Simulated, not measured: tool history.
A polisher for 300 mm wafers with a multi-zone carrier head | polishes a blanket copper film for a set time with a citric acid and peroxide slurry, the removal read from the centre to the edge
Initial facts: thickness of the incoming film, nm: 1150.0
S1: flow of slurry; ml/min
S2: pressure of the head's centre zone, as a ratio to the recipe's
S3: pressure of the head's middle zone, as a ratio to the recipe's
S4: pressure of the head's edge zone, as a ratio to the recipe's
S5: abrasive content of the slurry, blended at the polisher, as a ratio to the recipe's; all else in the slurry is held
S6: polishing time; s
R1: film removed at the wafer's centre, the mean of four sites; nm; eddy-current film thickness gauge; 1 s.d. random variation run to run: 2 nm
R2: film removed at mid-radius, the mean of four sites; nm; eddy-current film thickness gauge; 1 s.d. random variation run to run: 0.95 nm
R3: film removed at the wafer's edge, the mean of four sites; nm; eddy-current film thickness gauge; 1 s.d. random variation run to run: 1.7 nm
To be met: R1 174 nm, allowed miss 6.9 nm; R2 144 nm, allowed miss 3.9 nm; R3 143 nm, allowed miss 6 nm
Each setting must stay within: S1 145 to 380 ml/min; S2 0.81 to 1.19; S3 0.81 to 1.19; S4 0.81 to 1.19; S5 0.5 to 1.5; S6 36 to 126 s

run 1 day=0 | S1=245 S2=1 S3=1 S4=1 S5=1 S6=81 | R1=182.71 R2=184.81 R3=187.4
run 2 day=0.35 | S1=245 S2=0.94 S3=1 S4=1 S5=1 S6=81 | R1=173.46 R2=182.66 R3=185
run 3 day=0.696 | S1=255 S2=1.01 S3=0.97 S4=0.94 S5=0.85 S6=78 | R1=172.73 R2=165.21 R3=169.72
run 4 day=0.942 | S1=255 S2=1.05 S3=0.97 S4=0.9 S5=0.75 S6=77 | R1=170.3 R2=159.51 R3=158.11
run 5 day=1.308 | S1=255 S2=1.05 S3=1.02 S4=0.9 S5=0.75 S6=77 | R1=171.26 R2=163.51 R3=157.13
run 6 day=1.421 | S1=255 S2=1.05 S3=1.07 S4=0.9 S5=0.75 S6=77 | R1=170.65 R2=169.66 R3=157.68
run 7 day=1.633 | S1=245 S2=1.08 S3=1.02 S4=0.87 S5=0.7 S6=77 | R1=171.31 R2=163.08 R3=151.17
run 8 day=1.833 | S1=245 S2=1.1 S3=0.97 S4=0.86 S5=0.65 S6=77 | R1=176.07 R2=154.58 R3=149.01
run 9 day=2.038 | S1=235 S2=1.1 S3=0.95 S4=0.85 S5=0.65 S6=77 | R1=172.6 R2=152.25 R3=150.39

Below are 5 possible settings for the next run. Only one of them brings all results inside the allowed miss of their targets. Which is it?
run A day=2.242 | S1=220 S2=1.07 S3=0.84 S4=0.92 S5=0.85 S6=76 | R1=? R2=? R3=?
run B day=2.242 | S1=215 S2=1.12 S3=0.9 S4=0.81 S5=0.95 S6=71 | R1=? R2=? R3=?
run C day=2.242 | S1=230 S2=1.04 S3=0.91 S4=0.89 S5=0.6 S6=82 | R1=? R2=? R3=?
run D day=2.242 | S1=265 S2=1.12 S3=0.96 S4=0.82 S5=0.5 S6=81 | R1=? R2=? R3=?
run E day=2.242 | S1=250 S2=1.14 S3=1.18 S4=0.81 S5=0.5 S6=72 | R1=? R2=? R3=?

move=A R1=174.42 R2=146 R3=158.06
move=B R1=174.65 R2=146.33 R3=142.73
move=C R1=169.68 R2=154.26 R3=155.38
move=D R1=176.02 R2=153.83 R3=143.32
move=E R1=158.45 R2=157.85 R3=125.85
A: gets the furthest-off result to its target, but another result is out of tolerance
B: all results land within tolerance of their targets
C: lands further from the targets than the last run did
D: lands further from the targets than the last run did
E: lands further from the targets than the last run did
The move that meets every target is B.
